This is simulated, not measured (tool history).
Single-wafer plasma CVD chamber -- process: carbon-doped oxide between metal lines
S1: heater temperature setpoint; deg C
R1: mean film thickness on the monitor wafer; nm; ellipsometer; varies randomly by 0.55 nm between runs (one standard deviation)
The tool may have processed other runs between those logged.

{"run": 1, "hour": 0.0, "S1": 335, "chamber pressure (Pa)": 829, "RF power (W)": 495, "deposition time (s)": 22.1, "R1": 110.43}
{"run": 2, "hour": 6.1, "S1": 335, "chamber pressure (Pa)": 723, "RF power (W)": 495, "deposition time (s)": 22.1, "R1": 107.99}
{"run": 3, "hour": 7.9, "S1": 335, "chamber pressure (Pa)": 824, "RF power (W)": 495, "deposition time (s)": 22.1, "R1": 111.25}
{"run": 4, "hour": 16.5, "S1": 335, "chamber pressure (Pa)": 824, "RF power (W)": 495, "deposition time (s)": 22.9, "R1": 115.23}
{"run": 5, "hour": 19.7, "S1": 333, "chamber pressure (Pa)": 840, "RF power (W)": 495, "deposition time (s)": 22.9, "R1": 116.38}
{"run": 6, "hour": 23.7, "S1": 332, "chamber pressure (Pa)": 855, "RF power (W)": 495, "deposition time (s)": 22.9, "R1": 117.04}
{"run": 7, "hour": 26.3, "S1": 331, "chamber pressure (Pa)": 869, "RF power (W)": 495, "deposition time (s)": 22.9, "R1": 117.36}
{"run": 8, "hour": 32.1, "S1": 330, "chamber pressure (Pa)": 888, "RF power (W)": 495, "deposition time (s)": 22.9, "R1": 118.22}

Estimate the outcome of run 9 from the log above:
{"run": 9, "hour": 33.2, "S1": 329, "chamber pressure (Pa)": 903, "RF power (W)": 495, "deposition time (s)": 22.9, "R1": "?"}

Run 9 produced R1 118.32 nm.
